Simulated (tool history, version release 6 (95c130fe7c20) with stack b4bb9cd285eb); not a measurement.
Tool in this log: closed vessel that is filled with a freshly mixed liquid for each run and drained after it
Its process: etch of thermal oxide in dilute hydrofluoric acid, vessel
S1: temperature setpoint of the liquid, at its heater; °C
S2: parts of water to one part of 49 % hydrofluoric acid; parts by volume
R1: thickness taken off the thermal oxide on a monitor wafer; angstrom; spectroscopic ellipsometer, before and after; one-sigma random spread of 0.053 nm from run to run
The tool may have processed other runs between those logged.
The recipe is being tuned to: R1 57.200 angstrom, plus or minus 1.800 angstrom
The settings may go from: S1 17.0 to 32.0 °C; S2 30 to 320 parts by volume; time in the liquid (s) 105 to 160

run 1 hour=0.0 | S1=24.0 S2=175 time_in_the_liquid_(s)=160 | R1=45.576
run 2 hour=0.9 | S1=24.0 S2=120 time_in_the_liquid_(s)=160 | R1=71.018
run 3 hour=6.5 | S1=23.0 S2=120 time_in_the_liquid_(s)=160 | R1=68.684
run 4 hour=8.2 | S1=23.0 S2=155 time_in_the_liquid_(s)=160 | R1=51.306
run 5 hour=12.4 | S1=23.0 S2=155 time_in_the_liquid_(s)=105 | R1=33.706
run 6 hour=21.4 | S1=24.0 S2=155 time_in_the_liquid_(s)=105 | R1=34.579
run 7 hour=30.0 | S1=24.0 S2=145 time_in_the_liquid_(s)=105 | R1=37.721
run 8 hour=36.7 | S1=24.0 S2=135 time_in_the_liquid_(s)=105 | R1=40.497
run 9 hour=37.5 | S1=24.0 S2=125 time_in_the_liquid_(s)=105 | R1=44.564
run 10 hour=43.6 | S1=24.0 S2=120 time_in_the_liquid_(s)=105 | R1=45.664
run 11 hour=48.7 | S1=24.0 S2=115 time_in_the_liquid_(s)=105 | R1=48.804
run 12 hour=56.8 | S1=24.0 S2=110 time_in_the_liquid_(s)=105 | R1=51.821
run 13 hour=61.3 | S1=24.0 S2=110 time_in_the_liquid_(s)=105 | R1=51.775
run 14 hour=67.4 | S1=24.0 S2=110 time_in_the_liquid_(s)=105 | R1=51.982
-- hour=69.3 hydrofluoric acid flow meter replaced
run 15 hour=69.3 | S1=24.0 S2=105 time_in_the_liquid_(s)=105 | R1=52.522
run 16 hour=72.4 | S1=24.0 S2=100 time_in_the_liquid_(s)=105 | R1=54.008
run 17 hour=79.5 | S1=24.0 S2=100 time_in_the_liquid_(s)=105 | R1=53.755

5 next moves are on the table. One of them brings every result within its allowed miss. Which?
run A hour=86.6 | S1=25.0 S2=140 time_in_the_liquid_(s)=135 | R1=?
run B hour=86.6 | S1=17.0 S2=105 time_in_the_liquid_(s)=135 | R1=?
run C hour=86.6 | S1=27.5 S2=135 time_in_the_liquid_(s)=135 | R1=?
run D hour=86.6 | S1=23.5 S2=105 time_in_the_liquid_(s)=105 | R1=?
run E hour=86.6 | S1=22.0 S2=120 time_in_the_liquid_(s)=130 | R1=?

move=A R1=48.441
move=B R1=48.714
move=C R1=55.541
move=D R1=49.412
move=E R1=49.556
A: the biggest miss grows against the last run
B: the biggest miss grows against the last run
C: all results land within tolerance of their targets
D: the biggest miss grows against the last run
E: the biggest miss grows against the last run
The right move is C.

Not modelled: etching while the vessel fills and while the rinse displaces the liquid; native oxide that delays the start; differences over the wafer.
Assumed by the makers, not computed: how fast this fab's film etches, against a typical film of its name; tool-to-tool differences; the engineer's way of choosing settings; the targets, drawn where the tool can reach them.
